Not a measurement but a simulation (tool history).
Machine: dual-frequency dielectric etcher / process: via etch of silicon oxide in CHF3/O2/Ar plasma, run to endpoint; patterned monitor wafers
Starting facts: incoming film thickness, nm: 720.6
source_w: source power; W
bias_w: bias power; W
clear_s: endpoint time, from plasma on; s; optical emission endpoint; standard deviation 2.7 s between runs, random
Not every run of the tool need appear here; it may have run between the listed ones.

run 1 day=0 | source_w=680 bias_w=160 | clear_s=351.31
run 2 day=0.367 | source_w=730 bias_w=160 | clear_s=341.72
run 3 day=0.629 | source_w=690 bias_w=156 | clear_s=355.66
run 4 day=0.662 | source_w=740 bias_w=156 | clear_s=335.99
run 5 day=0.883 | source_w=740 bias_w=137 | clear_s=357.38
run 6 day=0.958 | source_w=840 bias_w=137 | clear_s=334.91

Run 7 has not been measured yet. What should we expect?
run 7 day=1.075 | source_w=790 bias_w=134 | clear_s=?

{"run 7": {"clear_s": 344.54}}
